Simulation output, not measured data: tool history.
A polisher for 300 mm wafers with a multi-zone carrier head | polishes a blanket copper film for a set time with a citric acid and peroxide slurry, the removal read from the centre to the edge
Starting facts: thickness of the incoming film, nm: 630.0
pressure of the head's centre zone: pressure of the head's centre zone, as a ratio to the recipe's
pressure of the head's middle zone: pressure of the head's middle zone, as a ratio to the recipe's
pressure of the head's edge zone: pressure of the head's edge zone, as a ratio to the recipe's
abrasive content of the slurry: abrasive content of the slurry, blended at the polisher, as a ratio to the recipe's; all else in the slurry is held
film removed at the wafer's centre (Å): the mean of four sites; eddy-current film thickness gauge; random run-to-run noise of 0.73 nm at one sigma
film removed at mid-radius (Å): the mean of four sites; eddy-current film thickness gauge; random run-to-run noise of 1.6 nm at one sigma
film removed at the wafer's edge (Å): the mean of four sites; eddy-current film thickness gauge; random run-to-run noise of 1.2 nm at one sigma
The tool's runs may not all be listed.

run	hour	flow of slurry (ml/min)	pressure of the head's centre zone	pressure of the head's middle zone	pressure of the head's edge zone	abrasive content of the slurry	polishing time (s)	film removed at the wafer's centre (Å)	film removed at mid-radius (Å)	film removed at the wafer's edge (Å)
1	0	285	1	1	1	1	71	1449.8	1456.5	1401.6
2	8.2	275	0.96	0.99	0.99	0.9	69	1283	1403.1	1318.7
3	10.8	275	0.94	0.96	0.97	0.8	68	1193.9	1279.3	1268.4
4	14.7	275	0.94	0.9	0.97	0.8	68	1200.8	1212.7	1265.1
5	20.3	270	0.92	0.91	0.94	0.75	67	1129.1	1171.5	1189
6	29.3	260	0.89	0.92	0.93	0.75	67	1097.7	1146.3	1169.5
7	36.1	260	0.89	0.92	0.93	0.75	67	1092.6	1169.8	1172.5

Run 8, settings as shown, results not yet in. Your forecast:
8	39	255	0.87	0.93	0.92	0.7	67	?	?	?

film removed at the wafer's centre (Å): 1050.7
film removed at mid-radius (Å): 1178.5
film removed at the wafer's edge (Å): 1155

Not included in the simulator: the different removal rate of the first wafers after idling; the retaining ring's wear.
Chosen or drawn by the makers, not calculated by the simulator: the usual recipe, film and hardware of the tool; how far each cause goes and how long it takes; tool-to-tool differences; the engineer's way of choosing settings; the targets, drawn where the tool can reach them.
